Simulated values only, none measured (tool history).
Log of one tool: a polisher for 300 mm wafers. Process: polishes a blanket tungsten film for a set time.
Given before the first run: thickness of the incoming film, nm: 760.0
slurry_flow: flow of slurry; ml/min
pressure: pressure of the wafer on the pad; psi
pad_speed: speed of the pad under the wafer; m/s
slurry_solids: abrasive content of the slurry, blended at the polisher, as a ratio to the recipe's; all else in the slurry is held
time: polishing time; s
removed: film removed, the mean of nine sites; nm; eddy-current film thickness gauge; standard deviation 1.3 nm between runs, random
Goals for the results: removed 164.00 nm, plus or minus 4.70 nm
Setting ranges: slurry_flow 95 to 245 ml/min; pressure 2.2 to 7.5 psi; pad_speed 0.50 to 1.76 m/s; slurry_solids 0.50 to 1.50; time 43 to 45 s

run,hour,slurry_flow,pressure,pad_speed,slurry_solids,time,removed
1,0.0,155,4.8,1.12,1.00,43,332.50
2,1.4,125,4.8,1.12,1.00,43,318.20
3,5.1,120,4.2,1.10,1.00,43,287.91
4,11.1,120,3.8,1.04,1.00,43,258.43
5,19.4,145,3.8,1.04,1.00,43,264.97
6,21.6,185,3.8,1.04,1.00,43,274.86
7,27.5,180,3.4,0.98,1.00,43,248.75
8,33.9,170,3.1,0.92,1.00,43,219.33
9,42.2,165,2.9,0.90,1.00,43,207.45
10,43.0,160,2.7,0.88,1.00,43,192.87
11,49.9,160,2.7,0.88,1.00,43,195.27
12,57.7,155,2.6,0.86,1.00,43,186.52
13,62.9,150,2.5,0.86,1.00,43,183.96
14,68.2,145,2.4,0.86,1.00,43,181.76
15,75.5,140,2.2,0.78,1.00,43,156.60
16,79.4,145,2.2,0.78,1.00,43,156.91
17,85.5,150,2.2,0.78,1.00,43,158.07
18,91.9,155,2.2,0.78,1.00,43,157.80

Which one of the following 5 next-run settings gets every result inside its allowed miss? There is exactly one.
A,98.3,170,2.2,0.72,1.00,43,?
B,98.3,195,2.3,0.66,1.00,44,?
C,98.3,140,3.0,0.66,0.85,45,?
D,98.3,175,2.2,0.72,1.05,43,?
E,98.3,140,2.2,0.82,1.05,43,?

move,removed
A,150.61
B,147.57
C,155.00
D,152.99
E,166.36
A: moves away from the targets compared with the last run
B: moves away from the targets compared with the last run
C: moves away from the targets compared with the last run
D: moves away from the targets compared with the last run
E: meets every target
E is the move that brings every result within its allowed miss.

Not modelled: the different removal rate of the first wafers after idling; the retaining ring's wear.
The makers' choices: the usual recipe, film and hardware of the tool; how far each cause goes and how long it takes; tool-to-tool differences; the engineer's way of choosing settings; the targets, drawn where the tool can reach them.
